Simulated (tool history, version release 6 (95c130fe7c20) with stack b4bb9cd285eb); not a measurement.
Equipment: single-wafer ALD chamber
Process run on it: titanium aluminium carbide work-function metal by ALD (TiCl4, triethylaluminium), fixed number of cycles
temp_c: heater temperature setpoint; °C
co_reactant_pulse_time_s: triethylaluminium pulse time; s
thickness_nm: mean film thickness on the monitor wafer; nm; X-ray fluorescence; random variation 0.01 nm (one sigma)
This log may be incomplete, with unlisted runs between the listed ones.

{"run": 1, "day": 0.0, "temp_c": 290, "co_reactant_pulse_time_s": 14.97, "thickness_nm": 2.0045}
{"run": 2, "day": 0.179, "temp_c": 290, "co_reactant_pulse_time_s": 13.22, "thickness_nm": 1.9907}
{"run": 3, "day": 0.358, "temp_c": 293, "co_reactant_pulse_time_s": 13.56, "thickness_nm": 2.0142}
{"run": 4, "day": 0.625, "temp_c": 296, "co_reactant_pulse_time_s": 13.96, "thickness_nm": 2.0692}
{"run": 5, "day": 0.938, "temp_c": 290, "co_reactant_pulse_time_s": 13.96, "thickness_nm": 1.9847}
{"run": 6, "day": 1.004, "temp_c": 292, "co_reactant_pulse_time_s": 14.17, "thickness_nm": 1.9942}

Run 7 comes next. What will it give?
{"run": 7, "day": 1.329, "temp_c": 295, "co_reactant_pulse_time_s": 14.19, "thickness_nm": "?"}

thickness_nm: 2.0485 nm
